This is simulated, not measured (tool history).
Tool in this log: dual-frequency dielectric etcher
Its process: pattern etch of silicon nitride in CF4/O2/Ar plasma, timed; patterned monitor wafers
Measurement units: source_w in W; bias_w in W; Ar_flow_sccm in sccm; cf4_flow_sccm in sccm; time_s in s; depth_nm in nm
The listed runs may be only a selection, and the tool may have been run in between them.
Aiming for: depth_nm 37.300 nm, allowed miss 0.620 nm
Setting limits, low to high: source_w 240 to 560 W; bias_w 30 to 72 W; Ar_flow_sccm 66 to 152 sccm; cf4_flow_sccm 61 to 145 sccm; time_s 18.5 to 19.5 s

run,hour,source_w,bias_w,Ar_flow_sccm,cf4_flow_sccm,time_s,depth_nm
1,0.0,400,51,109,103,18.5,29.612
2,4.8,400,44,109,103,18.5,27.396
3,11.6,420,44,109,103,18.5,28.143
4,13.7,420,44,109,95,18.5,27.901
5,20.8,440,44,109,95,18.5,28.583
6,27.8,450,45,109,95,18.5,29.208
7,30.2,460,46,109,95,18.5,29.934
8,31.7,470,47,109,95,18.5,30.498
9,33.8,480,48,109,95,18.5,31.145
10,41.9,490,49,109,95,18.5,31.949
11,46.6,500,50,109,95,18.5,32.605
# hour 54.6: source power generator calibrated
12,54.6,510,51,109,95,18.5,33.498
13,60.7,520,52,109,95,18.5,34.236

Consider the 5 candidate settings below. Which is the only one whose results all fall within their allowed miss of target?
A,66.8,520,60,98,92,18.5,?
B,66.8,500,54,112,92,19.5,?
C,66.8,470,48,105,92,19.0,?
D,66.8,500,46,131,108,19.0,?
E,66.8,540,54,104,85,18.5,?

move,depth_nm
A,37.062
B,35.808
C,32.123
D,32.225
E,35.404
A: meets every target
B: nearer the targets than the last run, but a result is still out of spec
C: moves away from the targets compared with the last run
D: moves away from the targets compared with the last run
E: nearer the targets than the last run, but a result is still out of spec
Answer: A

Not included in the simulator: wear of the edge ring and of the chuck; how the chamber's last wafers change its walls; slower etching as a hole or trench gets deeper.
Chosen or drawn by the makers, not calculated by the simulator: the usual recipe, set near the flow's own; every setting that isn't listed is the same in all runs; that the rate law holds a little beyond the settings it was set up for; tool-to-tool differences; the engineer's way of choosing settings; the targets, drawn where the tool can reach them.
